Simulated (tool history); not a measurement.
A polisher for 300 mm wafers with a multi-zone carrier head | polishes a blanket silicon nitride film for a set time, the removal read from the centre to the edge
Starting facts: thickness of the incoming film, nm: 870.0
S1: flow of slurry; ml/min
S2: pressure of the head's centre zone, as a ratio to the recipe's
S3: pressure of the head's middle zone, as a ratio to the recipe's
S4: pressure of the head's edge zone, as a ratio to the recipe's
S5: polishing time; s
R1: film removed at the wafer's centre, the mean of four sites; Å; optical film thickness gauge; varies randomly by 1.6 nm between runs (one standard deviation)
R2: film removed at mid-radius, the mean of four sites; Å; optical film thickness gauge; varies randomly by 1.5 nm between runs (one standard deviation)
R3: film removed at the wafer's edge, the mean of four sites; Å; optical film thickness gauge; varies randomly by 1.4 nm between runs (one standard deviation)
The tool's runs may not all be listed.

{"run": 1, "hour": 0.0, "S1": 170, "S2": 1.0, "S3": 1.0, "S4": 1.0, "S5": 83, "R1": 1850.3, "R2": 1803.5, "R3": 1889.9}
{"run": 2, "hour": 8.0, "S1": 170, "S2": 1.0, "S3": 1.0, "S4": 1.07, "S5": 83, "R1": 1832.9, "R2": 1798.2, "R3": 1895.6}
{"run": 3, "hour": 10.6, "S1": 170, "S2": 1.01, "S3": 0.99, "S4": 1.07, "S5": 78, "R1": 1736.3, "R2": 1723.6, "R3": 1836.3}
{"run": 4, "hour": 17.9, "S1": 165, "S2": 1.03, "S3": 0.98, "S4": 1.04, "S5": 74, "R1": 1690.6, "R2": 1549.4, "R3": 1664.1}
{"run": 5, "hour": 23.9, "S1": 160, "S2": 1.03, "S3": 0.98, "S4": 1.03, "S5": 71, "R1": 1590.9, "R2": 1519.5, "R3": 1592.0}
{"run": 6, "hour": 32.0, "S1": 155, "S2": 1.04, "S3": 0.97, "S4": 1.02, "S5": 69, "R1": 1503.7, "R2": 1442.8, "R3": 1543.3}
{"run": 7, "hour": 39.5, "S1": 155, "S2": 1.05, "S3": 0.96, "S4": 1.01, "S5": 67, "R1": 1559.6, "R2": 1367.8, "R3": 1491.2}
{"run": 8, "hour": 46.1, "S1": 155, "S2": 1.05, "S3": 0.96, "S4": 1.0, "S5": 65, "R1": 1453.6, "R2": 1354.8, "R3": 1447.7}
{"run": 9, "hour": 51.0, "S1": 155, "S2": 1.06, "S3": 0.95, "S4": 0.99, "S5": 63, "R1": 1427.3, "R2": 1285.2, "R3": 1375.1}
{"run": 10, "hour": 57.1, "S1": 155, "S2": 1.06, "S3": 0.94, "S4": 0.98, "S5": 62, "R1": 1397.5, "R2": 1304.7, "R3": 1339.0}
{"run": 11, "hour": 62.1, "S1": 150, "S2": 1.07, "S3": 0.93, "S4": 0.98, "S5": 61, "R1": 1376.6, "R2": 1221.9, "R3": 1289.2}
{"run": 12, "hour": 68.8, "S1": 145, "S2": 1.07, "S3": 0.92, "S4": 0.98, "S5": 61, "R1": 1367.4, "R2": 1210.5, "R3": 1337.9}

Run 13 is up next; what results do you expect?
{"run": 13, "hour": 70.7, "S1": 145, "S2": 1.07, "S3": 0.91, "S4": 0.97, "S5": 60, "R1": "?", "R2": "?", "R3": "?"}

{"run 13": {"R1": 1342.9, "R2": 1165.4, "R3": 1306.0}}
